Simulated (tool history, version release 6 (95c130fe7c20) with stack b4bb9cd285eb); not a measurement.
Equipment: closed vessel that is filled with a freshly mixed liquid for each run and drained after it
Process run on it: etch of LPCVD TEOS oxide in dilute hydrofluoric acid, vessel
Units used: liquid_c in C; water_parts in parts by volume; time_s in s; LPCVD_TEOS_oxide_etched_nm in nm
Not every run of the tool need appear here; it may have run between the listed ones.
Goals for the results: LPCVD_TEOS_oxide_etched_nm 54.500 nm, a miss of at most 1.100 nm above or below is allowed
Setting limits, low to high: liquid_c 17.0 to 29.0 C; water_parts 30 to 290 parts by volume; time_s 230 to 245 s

run 1 hour=0.0 | liquid_c=21.0 water_parts=160 time_s=230 | LPCVD_TEOS_oxide_etched_nm=34.448
run 2 hour=2.4 | liquid_c=18.0 water_parts=160 time_s=230 | LPCVD_TEOS_oxide_etched_nm=30.113
run 3 hour=10.1 | liquid_c=20.5 water_parts=160 time_s=230 | LPCVD_TEOS_oxide_etched_nm=33.766
run 4 hour=13.6 | liquid_c=22.5 water_parts=155 time_s=230 | LPCVD_TEOS_oxide_etched_nm=37.877
run 5 hour=17.3 | liquid_c=24.0 water_parts=150 time_s=230 | LPCVD_TEOS_oxide_etched_nm=41.953
run 6 hour=24.3 | liquid_c=25.0 water_parts=150 time_s=230 | LPCVD_TEOS_oxide_etched_nm=43.331
run 7 hour=32.1 | liquid_c=26.0 water_parts=145 time_s=230 | LPCVD_TEOS_oxide_etched_nm=46.625
run 8 hour=33.6 | liquid_c=26.5 water_parts=145 time_s=230 | LPCVD_TEOS_oxide_etched_nm=47.520
run 9 hour=35.9 | liquid_c=27.0 water_parts=145 time_s=230 | LPCVD_TEOS_oxide_etched_nm=48.973
run 10 hour=43.3 | liquid_c=27.5 water_parts=145 time_s=230 | LPCVD_TEOS_oxide_etched_nm=49.385
run 11 hour=50.5 | liquid_c=28.0 water_parts=145 time_s=230 | LPCVD_TEOS_oxide_etched_nm=50.707

Next run, 5 choices. One meets every target within its allowed miss, the rest don't. Which?
run A hour=57.7 | liquid_c=27.5 water_parts=140 time_s=230 | LPCVD_TEOS_oxide_etched_nm=?
run B hour=57.7 | liquid_c=28.0 water_parts=135 time_s=230 | LPCVD_TEOS_oxide_etched_nm=?
run C hour=57.7 | liquid_c=21.5 water_parts=125 time_s=230 | LPCVD_TEOS_oxide_etched_nm=?
run D hour=57.7 | liquid_c=27.5 water_parts=140 time_s=235 | LPCVD_TEOS_oxide_etched_nm=?
run E hour=57.7 | liquid_c=28.0 water_parts=140 time_s=230 | LPCVD_TEOS_oxide_etched_nm=?

move=A LPCVD_TEOS_oxide_etched_nm=51.334
move=B LPCVD_TEOS_oxide_etched_nm=54.578
move=C LPCVD_TEOS_oxide_etched_nm=46.451
move=D LPCVD_TEOS_oxide_etched_nm=52.450
move=E LPCVD_TEOS_oxide_etched_nm=52.295
A: moves toward the targets from the last run without getting all of them in spec
B: meets every target
C: lands further from the targets than the last run did
D: moves toward the targets from the last run without getting all of them in spec
E: moves toward the targets from the last run without getting all of them in spec
Answer: B

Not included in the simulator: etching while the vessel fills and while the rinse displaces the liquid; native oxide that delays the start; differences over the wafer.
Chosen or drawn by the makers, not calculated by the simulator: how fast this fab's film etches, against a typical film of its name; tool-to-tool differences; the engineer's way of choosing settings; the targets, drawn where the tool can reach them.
